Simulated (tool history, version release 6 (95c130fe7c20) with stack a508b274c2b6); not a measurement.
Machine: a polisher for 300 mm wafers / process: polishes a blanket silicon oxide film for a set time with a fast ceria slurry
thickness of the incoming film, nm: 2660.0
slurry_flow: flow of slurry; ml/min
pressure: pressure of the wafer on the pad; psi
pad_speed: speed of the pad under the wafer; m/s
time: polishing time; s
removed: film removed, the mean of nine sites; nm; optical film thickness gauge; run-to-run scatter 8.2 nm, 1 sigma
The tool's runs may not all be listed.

run  hour  slurry_flow  pressure  pad_speed  time  removed
  1     0          155       2.9        1.2    66   1345.2
  2   1.4          155       2.9       1.34    66   1477.2
  3     2          150       2.4       1.32    66   1218.9
  4   2.7          150       2.4       1.32    66     1223
  5   5.5          150       2.4       1.32    69   1298.3
  6   7.2          145         2        1.3    69   1064.4

For run 7, what comes out?
  7   9.3          140       1.8        1.3    69        ?

removed: 966.72 nm

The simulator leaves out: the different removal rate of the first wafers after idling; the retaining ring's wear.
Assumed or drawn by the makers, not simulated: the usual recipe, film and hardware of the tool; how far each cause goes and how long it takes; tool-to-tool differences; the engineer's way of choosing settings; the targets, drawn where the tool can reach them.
